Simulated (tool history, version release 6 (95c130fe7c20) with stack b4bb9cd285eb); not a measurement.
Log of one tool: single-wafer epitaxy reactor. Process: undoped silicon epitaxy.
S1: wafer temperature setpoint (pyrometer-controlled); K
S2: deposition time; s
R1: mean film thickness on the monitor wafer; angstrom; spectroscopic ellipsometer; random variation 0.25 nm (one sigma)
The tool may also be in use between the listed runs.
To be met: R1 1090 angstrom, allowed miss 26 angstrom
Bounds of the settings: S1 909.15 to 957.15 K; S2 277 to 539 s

run,day,S1,S2,R1
1,0,933.15,408,823.46
2,0.183,924.15,408,675.8
3,0.342,924.15,349,577.02
4,0.617,934.15,349,721.48
5,0.746,930.15,349,662.29
6,0.783,933.15,350,707.61
7,1.008,936.15,351,751.43
8,1.379,939.15,352,808.41
9,1.675,951.15,355,1042.4

4 next moves are on the table. One of them brings every result within its allowed miss. Which?
A,1.971,953.15,373,?
B,1.971,952.15,381,?
C,1.971,946.15,427,?
D,1.971,957.15,329,?

move,R1
A,1145
B,1145.8
C,1134.2
D,1095.9
A: takes the result that was furthest off past its target
B: takes the result that was furthest off past its target
C: takes the result that was furthest off past its target
D: meets every target
The right move is D.
